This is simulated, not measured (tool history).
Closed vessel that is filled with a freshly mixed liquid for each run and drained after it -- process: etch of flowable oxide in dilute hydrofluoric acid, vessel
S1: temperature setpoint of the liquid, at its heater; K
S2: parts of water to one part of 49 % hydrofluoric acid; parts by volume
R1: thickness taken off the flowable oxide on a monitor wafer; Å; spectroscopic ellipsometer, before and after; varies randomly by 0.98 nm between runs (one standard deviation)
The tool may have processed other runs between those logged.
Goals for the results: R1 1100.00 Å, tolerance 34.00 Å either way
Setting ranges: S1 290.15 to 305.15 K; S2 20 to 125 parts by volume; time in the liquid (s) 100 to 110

Run 1, hour 0.0: S1 297.15 K, S2 70 parts by volume, time in the liquid (s) 100. Result: R1 341.94 Å.
Run 2, hour 7.8: S1 297.15 K, S2 85 parts by volume, time in the liquid (s) 100. Result: R1 276.22 Å.
Run 3, hour 13.2: S1 299.65 K, S2 65 parts by volume, time in the liquid (s) 105. Result: R1 430.96 Å.
Run 4, hour 18.2: S1 301.15 K, S2 50 parts by volume, time in the liquid (s) 105. Result: R1 600.15 Å.
Run 5, hour 27.1: S1 304.65 K, S2 50 parts by volume, time in the liquid (s) 105. Result: R1 691.04 Å.
Run 6, hour 29.7: S1 304.65 K, S2 40 parts by volume, time in the liquid (s) 105. Result: R1 891.82 Å.
Run 7, hour 34.1: S1 304.65 K, S2 35 parts by volume, time in the liquid (s) 105. Result: R1 1007.40 Å.
Run 8, hour 36.2: S1 305.15 K, S2 35 parts by volume, time in the liquid (s) 105. Result: R1 1033.50 Å.
Run 9, hour 44.1: S1 305.15 K, S2 30 parts by volume, time in the liquid (s) 105. Result: R1 1207.70 Å.
Run 10, hour 52.4: S1 304.65 K, S2 30 parts by volume, time in the liquid (s) 105. Result: R1 1204.90 Å.
Run 11, hour 55.7: S1 303.65 K, S2 30 parts by volume, time in the liquid (s) 105. Result: R1 1154.80 Å.

Pick the move, out of 4, that brings all results within their allowed miss; only one does.
Run A, hour 59.0: S1 301.65 K, S2 30 parts by volume, time in the liquid (s) 110. Result: R1 ?.
Run B, hour 59.0: S1 302.15 K, S2 30 parts by volume, time in the liquid (s) 100. Result: R1 ?.
Run C, hour 59.0: S1 303.15 K, S2 30 parts by volume, time in the liquid (s) 110. Result: R1 ?.
Run D, hour 59.0: S1 304.15 K, S2 30 parts by volume, time in the liquid (s) 105. Result: R1 ?.

move       R1
   A  1125.80
   B  1044.40
   C  1195.90
   D  1188.00
A: every result lands within tolerance
B: the result that was furthest off in the last run now lies on the other side of its target
C: lands further from the targets than the last run did
D: lands further from the targets than the last run did
So the answer is move A, the one that meets all the targets.

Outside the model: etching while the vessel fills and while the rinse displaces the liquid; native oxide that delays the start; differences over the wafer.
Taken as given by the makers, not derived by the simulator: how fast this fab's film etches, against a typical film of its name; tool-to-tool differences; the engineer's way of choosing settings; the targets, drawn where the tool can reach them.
